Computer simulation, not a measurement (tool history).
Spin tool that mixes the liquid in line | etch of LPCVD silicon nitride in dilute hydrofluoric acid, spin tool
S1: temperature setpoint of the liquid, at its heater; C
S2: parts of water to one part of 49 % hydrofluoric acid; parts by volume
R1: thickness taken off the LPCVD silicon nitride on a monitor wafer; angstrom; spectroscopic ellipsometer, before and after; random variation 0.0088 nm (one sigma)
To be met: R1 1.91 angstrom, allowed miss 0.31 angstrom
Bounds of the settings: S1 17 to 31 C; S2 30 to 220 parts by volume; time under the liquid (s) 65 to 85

run 1 hour=0 | S1=23 S2=125 time_under_the_liquid_(s)=85 | R1=3.2886
run 2 hour=2.5 | S1=21 S2=125 time_under_the_liquid_(s)=85 | R1=2.8013
run 3 hour=6.2 | S1=18 S2=125 time_under_the_liquid_(s)=85 | R1=2.3773
run 4 hour=14.7 | S1=18 S2=85 time_under_the_liquid_(s)=85 | R1=3.0397
run 5 hour=22 | S1=19.5 S2=85 time_under_the_liquid_(s)=85 | R1=4.1805
run 6 hour=24.9 | S1=19.5 S2=85 time_under_the_liquid_(s)=65 | R1=3.0044
run 7 hour=26.6 | S1=19 S2=95 time_under_the_liquid_(s)=65 | R1=2.502
-- hour=27.5 thermometer replaced
run 8 hour=27.5 | S1=18.5 S2=100 time_under_the_liquid_(s)=65 | R1=2.4658
run 9 hour=34.8 | S1=18 S2=105 time_under_the_liquid_(s)=65 | R1=2.3595
run 10 hour=36 | S1=18 S2=110 time_under_the_liquid_(s)=65 | R1=2.3494

5 next moves are on the table. One of them brings every result within its allowed miss. Which?
run A hour=37.2 | S1=17.5 S2=125 time_under_the_liquid_(s)=65 | R1=?
run B hour=37.2 | S1=19.5 S2=100 time_under_the_liquid_(s)=85 | R1=?
run C hour=37.2 | S1=18.5 S2=85 time_under_the_liquid_(s)=85 | R1=?
run D hour=37.2 | S1=17 S2=90 time_under_the_liquid_(s)=85 | R1=?
run E hour=37.2 | S1=17.5 S2=75 time_under_the_liquid_(s)=85 | R1=?

move=A R1=1.8621
move=B R1=3.4693
move=C R1=3.7938
move=D R1=3.2329
move=E R1=3.9959
A: meets every target
B: further off than the last run
C: further off than the last run
D: further off than the last run
E: further off than the last run
The right move is A.
